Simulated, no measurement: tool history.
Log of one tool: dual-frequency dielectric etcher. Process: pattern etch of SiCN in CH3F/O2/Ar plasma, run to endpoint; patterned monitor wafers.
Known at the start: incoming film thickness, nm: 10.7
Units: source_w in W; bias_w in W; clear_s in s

{"run": 1, "hour": 0.0, "source_w": 330, "bias_w": 61, "clear_s": 31.491}
{"run": 2, "hour": 8.9, "source_w": 330, "bias_w": 67, "clear_s": 30.71}
{"run": 3, "hour": 16.9, "source_w": 330, "bias_w": 61, "clear_s": 32.259}
{"run": 4, "hour": 25.2, "source_w": 330, "bias_w": 65, "clear_s": 30.793}
{"run": 5, "hour": 33.4, "source_w": 310, "bias_w": 64, "clear_s": 31.966}
{"run": 6, "hour": 36.6, "source_w": 300, "bias_w": 63, "clear_s": 33.002}
{"run": 7, "hour": 40.0, "source_w": 290, "bias_w": 63, "clear_s": 34.31}

Run 8 comes next. What will it give?
{"run": 8, "hour": 42.0, "source_w": 270, "bias_w": 62, "clear_s": "?"}

clear_s: 35.811 s
